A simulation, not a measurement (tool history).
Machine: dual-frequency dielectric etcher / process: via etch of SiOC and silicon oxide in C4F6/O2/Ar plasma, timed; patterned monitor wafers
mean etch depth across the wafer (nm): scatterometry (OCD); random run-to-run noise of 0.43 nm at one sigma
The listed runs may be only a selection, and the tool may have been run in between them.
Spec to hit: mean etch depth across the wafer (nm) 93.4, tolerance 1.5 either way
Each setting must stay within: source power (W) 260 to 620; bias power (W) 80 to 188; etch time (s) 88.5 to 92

run	hour	source power (W)	bias power (W)	etch time (s)	mean etch depth across the wafer (nm)
1	0	440	134	88.5	102.33
2	0.8	420	133	88.5	99.064
3	2.3	420	155	88.5	103.99
4	5.2	400	154	88.5	101.58
5	11.2	400	154	88.5	100.57
6	16.2	390	154	88.5	100.29
7	23.3	380	153	88.5	98.784
8	28.8	370	153	88.5	97.908
9	34.3	360	153	88.5	96.372

Exactly one of the 5 candidate moves below puts every result within its allowed miss. Which one?
A	39.8	340	153	91.5	?
B	39.8	360	154	91	?
C	39.8	340	156	88.5	?
D	39.8	380	144	90	?
E	39.8	390	136	90.5	?

move	mean etch depth across the wafer (nm)
A	97.444
B	99.853
C	94.76
D	99.546
E	99.832
A: moves away from the targets compared with the last run
B: moves away from the targets compared with the last run
C: every result lands within tolerance
D: moves away from the targets compared with the last run
E: moves away from the targets compared with the last run
Correct choice: C, which meets every target
